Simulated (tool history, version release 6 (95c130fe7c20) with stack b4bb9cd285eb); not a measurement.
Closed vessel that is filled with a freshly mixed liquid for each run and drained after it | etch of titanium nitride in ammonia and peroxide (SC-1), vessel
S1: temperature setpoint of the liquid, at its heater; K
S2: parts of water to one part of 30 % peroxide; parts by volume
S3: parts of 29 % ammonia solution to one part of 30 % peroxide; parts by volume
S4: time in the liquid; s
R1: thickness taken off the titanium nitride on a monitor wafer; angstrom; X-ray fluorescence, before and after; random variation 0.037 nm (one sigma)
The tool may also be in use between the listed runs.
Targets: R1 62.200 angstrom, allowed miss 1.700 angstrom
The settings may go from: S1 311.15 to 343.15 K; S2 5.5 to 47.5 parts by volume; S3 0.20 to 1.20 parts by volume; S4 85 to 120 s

run 1 day=0.000 | S1=327.15 S2=26.5 S3=0.75 S4=120 | R1=32.560
run 2 day=0.133 | S1=327.15 S2=31.5 S3=0.75 S4=120 | R1=29.714
run 3 day=0.254 | S1=331.65 S2=31.5 S3=0.75 S4=120 | R1=39.613
run 4 day=0.521 | S1=331.65 S2=38.5 S3=0.75 S4=120 | R1=35.597
run 5 day=0.771 | S1=334.15 S2=38.5 S3=0.75 S4=120 | R1=42.131
-- day=1.138 ammonia flow meter replaced
run 6 day=1.138 | S1=334.15 S2=38.5 S3=0.60 S4=120 | R1=41.202
run 7 day=1.400 | S1=335.65 S2=38.5 S3=0.60 S4=120 | R1=45.446
run 8 day=1.650 | S1=337.15 S2=38.5 S3=0.60 S4=120 | R1=50.288

Which of these 4 next moves meets every target?
run A day=1.900 | S1=340.15 S2=38.0 S3=0.65 S4=120 | R1=?
run B day=1.900 | S1=340.65 S2=36.5 S3=0.70 S4=120 | R1=?
run C day=1.900 | S1=341.65 S2=33.5 S3=0.40 S4=120 | R1=?
run D day=1.900 | S1=340.65 S2=36.5 S3=0.85 S4=120 | R1=?

move=A R1=61.975
move=B R1=66.374
move=C R1=66.694
move=D R1=68.840
A: meets every target
B: takes the result that was furthest off past its target
C: takes the result that was furthest off past its target
D: takes the result that was furthest off past its target
Answer: A
